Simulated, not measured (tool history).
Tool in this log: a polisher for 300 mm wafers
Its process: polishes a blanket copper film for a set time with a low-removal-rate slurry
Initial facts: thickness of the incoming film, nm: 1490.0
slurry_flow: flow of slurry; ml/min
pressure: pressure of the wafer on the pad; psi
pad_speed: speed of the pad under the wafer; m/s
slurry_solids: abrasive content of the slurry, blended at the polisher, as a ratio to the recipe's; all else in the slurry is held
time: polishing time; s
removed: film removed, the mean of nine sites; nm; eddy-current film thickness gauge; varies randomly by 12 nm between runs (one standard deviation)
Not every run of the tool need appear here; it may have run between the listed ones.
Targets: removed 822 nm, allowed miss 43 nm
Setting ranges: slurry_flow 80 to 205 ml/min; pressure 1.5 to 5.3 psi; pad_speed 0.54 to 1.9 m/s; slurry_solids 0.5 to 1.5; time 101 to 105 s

{"run": 1, "day": 0.0, "slurry_flow": 135, "pressure": 3.4, "pad_speed": 1.22, "slurry_solids": 1, "time": 101, "removed": 474.93}
{"run": 2, "day": 0.042, "slurry_flow": 135, "pressure": 3.8, "pad_speed": 1.24, "slurry_solids": 1, "time": 101, "removed": 524.43}
{"run": 3, "day": 0.333, "slurry_flow": 135, "pressure": 3, "pad_speed": 1.24, "slurry_solids": 1, "time": 101, "removed": 417.83}
{"run": 4, "day": 0.438, "slurry_flow": 135, "pressure": 2.1, "pad_speed": 1.24, "slurry_solids": 1, "time": 101, "removed": 296.18}
{"run": 5, "day": 0.721, "slurry_flow": 135, "pressure": 2.1, "pad_speed": 1.24, "slurry_solids": 1, "time": 105, "removed": 311.42}
{"run": 6, "day": 0.821, "slurry_flow": 135, "pressure": 2.8, "pad_speed": 1.26, "slurry_solids": 1, "time": 105, "removed": 414.85}
{"run": 7, "day": 1.183, "slurry_flow": 135, "pressure": 3.3, "pad_speed": 1.28, "slurry_solids": 1, "time": 105, "removed": 486.32}
{"run": 8, "day": 1.325, "slurry_flow": 135, "pressure": 3.7, "pad_speed": 1.3, "slurry_solids": 1, "time": 105, "removed": 554.11}
{"day": 1.379, "done": "worn pad replaced by a new one"}
{"run": 9, "day": 1.379, "slurry_flow": 135, "pressure": 4, "pad_speed": 1.32, "slurry_solids": 1, "time": 105, "removed": 635.95}
{"run": 10, "day": 1.492, "slurry_flow": 135, "pressure": 4.2, "pad_speed": 1.32, "slurry_solids": 1, "time": 105, "removed": 671.61}
{"run": 11, "day": 1.546, "slurry_flow": 135, "pressure": 4.4, "pad_speed": 1.32, "slurry_solids": 1, "time": 105, "removed": 716.03}
{"run": 12, "day": 1.65, "slurry_flow": 135, "pressure": 4.4, "pad_speed": 1.32, "slurry_solids": 1, "time": 105, "removed": 716.4}

Exactly one of the 4 candidate moves below puts every result within its allowed miss. Which one?
{"run": "A", "day": 1.754, "slurry_flow": 125, "pressure": 4.6, "pad_speed": 1, "slurry_solids": 1.15, "time": 101, "removed": "?"}
{"run": "B", "day": 1.754, "slurry_flow": 135, "pressure": 4.2, "pad_speed": 1.42, "slurry_solids": 1.05, "time": 105, "removed": "?"}
{"run": "C", "day": 1.754, "slurry_flow": 145, "pressure": 4.2, "pad_speed": 1.28, "slurry_solids": 1.15, "time": 105, "removed": "?"}
{"run": "D", "day": 1.754, "slurry_flow": 140, "pressure": 4.5, "pad_speed": 1.48, "slurry_solids": 0.95, "time": 105, "removed": "?"}

move=A removed=571.45
move=B removed=755.94
move=C removed=710.01
move=D removed=824.18
A: moves away from the targets compared with the last run
B: an improvement on the last run, though not all results are within tolerance
C: moves away from the targets compared with the last run
D: every result within its allowed miss
Go with D: it meets all targets.
